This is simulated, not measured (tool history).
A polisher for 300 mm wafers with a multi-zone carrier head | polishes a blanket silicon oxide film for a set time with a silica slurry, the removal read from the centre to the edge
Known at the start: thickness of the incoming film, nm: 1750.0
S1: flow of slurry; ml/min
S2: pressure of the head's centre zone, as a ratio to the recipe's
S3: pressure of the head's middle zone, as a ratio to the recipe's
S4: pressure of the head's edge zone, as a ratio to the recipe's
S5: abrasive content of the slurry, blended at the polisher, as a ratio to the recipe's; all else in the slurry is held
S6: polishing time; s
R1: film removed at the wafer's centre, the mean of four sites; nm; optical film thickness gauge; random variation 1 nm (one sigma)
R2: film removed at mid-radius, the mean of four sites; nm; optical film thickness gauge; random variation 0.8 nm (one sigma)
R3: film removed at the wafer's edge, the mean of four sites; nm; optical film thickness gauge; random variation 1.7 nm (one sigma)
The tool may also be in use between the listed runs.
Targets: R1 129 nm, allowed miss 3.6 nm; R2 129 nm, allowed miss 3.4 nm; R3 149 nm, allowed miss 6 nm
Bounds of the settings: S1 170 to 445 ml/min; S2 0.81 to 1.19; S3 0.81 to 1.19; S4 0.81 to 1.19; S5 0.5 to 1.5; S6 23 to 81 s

run    day   S1    S2    S3    S4    S5  S6      R1      R2      R3
  1      0  285     1     1     1     1  52  203.85  208.44  211.49
  2  0.217  270  0.96  0.94  0.98  0.85  51  178.48  181.35  189.18
  3  0.575  270  0.96  0.94  0.92  0.85  51  175.17  178.74  181.39
  4  0.862  270  0.99  0.94  0.92  0.85  51  181.06  179.59  180.08
  5  1.004  270  0.99  0.94  0.92  1.05  51  202.66  197.85  202.52
  6  1.079  260  0.95   0.9  0.94  0.85  50   171.9  168.89  179.03
  7  1.296  215  0.85  0.81  0.99   0.6  49  122.71  127.43  147.29
  8  1.388  225  0.86  0.81  0.99   0.6  49  123.89   127.8  149.16

Which of these 4 next moves meets every target?
  A  1.479  340  0.94  0.89  1.12   0.7  41   ?   ?   ?
  B  1.479  260  0.86  0.89  0.99  0.55  49   ?   ?   ?
  C  1.479  230  0.82  0.89  0.92  0.55  51   ?   ?   ?
  D  1.479  235  0.89  0.97  1.02  0.65  43   ?   ?   ?

move      R1      R2      R3
   A   130.7  127.26  147.75
   B  121.27  129.65  142.47
   C  118.09  132.76  141.46
   D  119.07  130.43  137.58
A: meets every target
B: further off than the last run
C: further off than the last run
D: further off than the last run
The right move is A.

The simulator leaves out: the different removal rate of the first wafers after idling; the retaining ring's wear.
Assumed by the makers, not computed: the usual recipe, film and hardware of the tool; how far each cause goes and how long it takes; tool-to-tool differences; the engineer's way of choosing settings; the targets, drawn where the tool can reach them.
